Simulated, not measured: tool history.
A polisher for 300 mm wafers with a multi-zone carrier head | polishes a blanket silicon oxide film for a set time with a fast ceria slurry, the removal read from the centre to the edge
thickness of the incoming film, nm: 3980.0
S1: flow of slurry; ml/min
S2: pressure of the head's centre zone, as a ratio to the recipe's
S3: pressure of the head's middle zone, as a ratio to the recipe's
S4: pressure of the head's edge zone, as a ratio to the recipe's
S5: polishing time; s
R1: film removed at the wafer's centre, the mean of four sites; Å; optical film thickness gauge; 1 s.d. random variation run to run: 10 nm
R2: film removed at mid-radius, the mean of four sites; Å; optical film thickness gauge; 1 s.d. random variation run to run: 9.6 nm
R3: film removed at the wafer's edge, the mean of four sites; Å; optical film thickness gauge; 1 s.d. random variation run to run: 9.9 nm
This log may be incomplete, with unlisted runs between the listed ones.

Run 1, hour 0: S1 200 ml/min, S2 1, S3 1, S4 1, S5 76 s. Result: R1 11199 Å, R2 11003 Å, R3 11152 Å.
Run 2, hour 8.8: S1 195 ml/min, S2 0.98, S3 0.99, S4 0.98, S5 71 s. Result: R1 9958.7 Å, R2 10164 Å, R3 10341 Å.
Run 3, hour 17.6: S1 195 ml/min, S2 0.98, S3 0.99, S4 1.03, S5 71 s. Result: R1 10026 Å, R2 10071 Å, R3 10742 Å.
Run 4, hour 22.5: S1 195 ml/min, S2 0.97, S3 0.98, S4 0.99, S5 67 s. Result: R1 9329.4 Å, R2 9642.6 Å, R3 10018 Å.
Run 5, hour 27.2: S1 190 ml/min, S2 0.98, S3 0.97, S4 0.96, S5 64 s. Result: R1 9070.7 Å, R2 8960.5 Å, R3 9255.4 Å.
Run 6, hour 29.3: S1 190 ml/min, S2 0.98, S3 1, S4 0.96, S5 64 s. Result: R1 8933.5 Å, R2 9066.7 Å, R3 9305.2 Å.
Run 7, hour 32: S1 185 ml/min, S2 0.97, S3 1, S4 0.93, S5 63 s. Result: R1 8763 Å, R2 8761.6 Å, R3 9024.4 Å.
Run 8, hour 37.1: S1 175 ml/min, S2 0.92, S3 1.03, S4 0.84, S5 55 s. Result: R1 7268.5 Å, R2 7643.7 Å, R3 7671.6 Å.

Estimate the outcome of run 9 from the log above:
Run 9, hour 44.3: S1 180 ml/min, S2 0.93, S3 1.03, S4 0.85, S5 55 s. Result: R1 ?, R2 ?, R3 ?.

{"run 9": {"R1": 7369, "R2": 7968.1, "R3": 7550}}

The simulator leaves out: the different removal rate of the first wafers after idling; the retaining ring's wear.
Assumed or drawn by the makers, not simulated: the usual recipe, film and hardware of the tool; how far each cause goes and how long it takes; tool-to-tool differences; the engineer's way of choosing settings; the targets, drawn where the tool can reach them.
